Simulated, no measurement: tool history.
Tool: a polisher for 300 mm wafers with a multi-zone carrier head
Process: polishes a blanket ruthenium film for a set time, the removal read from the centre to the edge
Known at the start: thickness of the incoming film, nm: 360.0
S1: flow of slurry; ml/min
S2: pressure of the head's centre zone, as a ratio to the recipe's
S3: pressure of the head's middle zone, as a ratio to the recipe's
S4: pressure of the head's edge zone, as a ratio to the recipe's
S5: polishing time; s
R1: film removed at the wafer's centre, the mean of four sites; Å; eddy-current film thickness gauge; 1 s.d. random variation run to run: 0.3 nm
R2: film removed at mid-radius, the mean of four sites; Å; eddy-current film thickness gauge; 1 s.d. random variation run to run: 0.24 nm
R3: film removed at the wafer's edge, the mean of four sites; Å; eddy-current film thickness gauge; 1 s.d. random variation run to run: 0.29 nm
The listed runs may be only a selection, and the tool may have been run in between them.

Run 1, hour 0.0: S1 195 ml/min, S2 1.00, S3 1.00, S4 1.00, S5 33 s. Result: R1 273.12 Å, R2 261.95 Å, R3 260.53 Å.
Run 2, hour 2.8: S1 195 ml/min, S2 1.00, S3 1.00, S4 1.00, S5 36 s. Result: R1 295.43 Å, R2 292.19 Å, R3 286.22 Å.
Run 3, hour 8.9: S1 165 ml/min, S2 1.00, S3 1.00, S4 1.00, S5 36 s. Result: R1 285.30 Å, R2 285.57 Å, R3 279.02 Å.
Run 4, hour 15.3: S1 145 ml/min, S2 1.00, S3 1.00, S4 1.00, S5 36 s. Result: R1 283.10 Å, R2 276.73 Å, R3 272.90 Å.
Run 5, hour 19.7: S1 165 ml/min, S2 1.02, S3 1.01, S4 0.99, S5 36 s. Result: R1 295.11 Å, R2 283.88 Å, R3 275.06 Å.
Run 6, hour 23.5: S1 180 ml/min, S2 1.03, S3 1.02, S4 0.99, S5 36 s. Result: R1 300.89 Å, R2 290.25 Å, R3 278.52 Å.
Run 7, hour 26.4: S1 190 ml/min, S2 1.04, S3 1.02, S4 0.99, S5 36 s. Result: R1 307.73 Å, R2 290.71 Å, R3 279.48 Å.
Run 8, hour 27.8: S1 200 ml/min, S2 1.05, S3 1.03, S4 0.99, S5 36 s. Result: R1 312.36 Å, R2 295.50 Å, R3 281.56 Å.

Predict the results of run 9:
Run 9, hour 33.5: S1 210 ml/min, S2 1.06, S3 1.03, S4 0.99, S5 36 s. Result: R1 ?, R2 ?, R3 ?.

{"run 9": {"R1": 319.68, "R2": 298.07, "R3": 285.0}}
